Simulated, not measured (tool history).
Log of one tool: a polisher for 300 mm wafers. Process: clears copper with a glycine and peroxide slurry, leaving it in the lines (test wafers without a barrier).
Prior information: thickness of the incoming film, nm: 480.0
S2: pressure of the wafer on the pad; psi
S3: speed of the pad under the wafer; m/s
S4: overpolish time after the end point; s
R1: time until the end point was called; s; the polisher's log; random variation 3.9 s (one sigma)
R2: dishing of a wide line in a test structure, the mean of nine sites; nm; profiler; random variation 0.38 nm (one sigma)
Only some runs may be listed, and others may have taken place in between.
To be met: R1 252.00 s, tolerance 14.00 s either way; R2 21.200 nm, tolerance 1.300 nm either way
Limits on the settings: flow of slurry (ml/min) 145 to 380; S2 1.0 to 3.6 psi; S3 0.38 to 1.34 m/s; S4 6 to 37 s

{"run": 1, "hour": 0.0, "flow of slurry (ml/min)": 245, "S2": 2.3, "S3": 0.86, "S4": 19, "R1": 124.74, "R2": 44.881}
{"run": 2, "hour": 1.6, "flow of slurry (ml/min)": 295, "S2": 2.3, "S3": 0.86, "S4": 19, "R1": 128.61, "R2": 44.35}
{"run": 3, "hour": 9.3, "flow of slurry (ml/min)": 295, "S2": 2.3, "S3": 0.86, "S4": 27, "R1": 127.28, "R2": 59.787}
{"run": 4, "hour": 16.9, "flow of slurry (ml/min)": 295, "S2": 2.1, "S3": 0.74, "S4": 23, "R1": 151.05, "R2": 46.697}
{"run": 5, "hour": 17.5, "flow of slurry (ml/min)": 295, "S2": 2.1, "S3": 0.56, "S4": 23, "R1": 185.28, "R2": 39.118}
{"run": 6, "hour": 24.1, "flow of slurry (ml/min)": 295, "S2": 2.0, "S3": 0.52, "S4": 20, "R1": 200.19, "R2": 33.395}
{"run": 7, "hour": 26.9, "flow of slurry (ml/min)": 295, "S2": 2.0, "S3": 0.52, "S4": 20, "R1": 196.27, "R2": 32.669}
{"run": 8, "hour": 33.7, "flow of slurry (ml/min)": 295, "S2": 2.0, "S3": 0.52, "S4": 20, "R1": 200.99, "R2": 33.002}
{"run": 9, "hour": 35.8, "flow of slurry (ml/min)": 295, "S2": 1.8, "S3": 0.52, "S4": 18, "R1": 204.95, "R2": 27.638}
{"run": 10, "hour": 40.1, "flow of slurry (ml/min)": 295, "S2": 1.6, "S3": 0.5, "S4": 18, "R1": 230.62, "R2": 25.538}

Which of these 5 next moves meets every target?
{"run": "A", "hour": 44.4, "flow of slurry (ml/min)": 365, "S2": 1.0, "S3": 0.68, "S4": 16, "R1": "?", "R2": "?"}
{"run": "B", "hour": 44.4, "flow of slurry (ml/min)": 280, "S2": 1.6, "S3": 0.38, "S4": 28, "R1": "?", "R2": "?"}
{"run": "C", "hour": 44.4, "flow of slurry (ml/min)": 295, "S2": 1.8, "S3": 0.64, "S4": 16, "R1": "?", "R2": "?"}
{"run": "D", "hour": 44.4, "flow of slurry (ml/min)": 290, "S2": 1.7, "S3": 0.58, "S4": 19, "R1": "?", "R2": "?"}
{"run": "E", "hour": 44.4, "flow of slurry (ml/min)": 300, "S2": 1.4, "S3": 0.5, "S4": 26, "R1": "?", "R2": "?"}

move=A R1=245.26 R2=20.658
move=B R1=265.35 R2=32.678
move=C R1=181.87 R2=27.391
move=D R1=201.27 R2=29.207
move=E R1=245.08 R2=32.402
A: all results land within tolerance of their targets
B: moves away from the targets compared with the last run
C: moves away from the targets compared with the last run
D: moves away from the targets compared with the last run
E: moves away from the targets compared with the last run
Move A is the one to make.

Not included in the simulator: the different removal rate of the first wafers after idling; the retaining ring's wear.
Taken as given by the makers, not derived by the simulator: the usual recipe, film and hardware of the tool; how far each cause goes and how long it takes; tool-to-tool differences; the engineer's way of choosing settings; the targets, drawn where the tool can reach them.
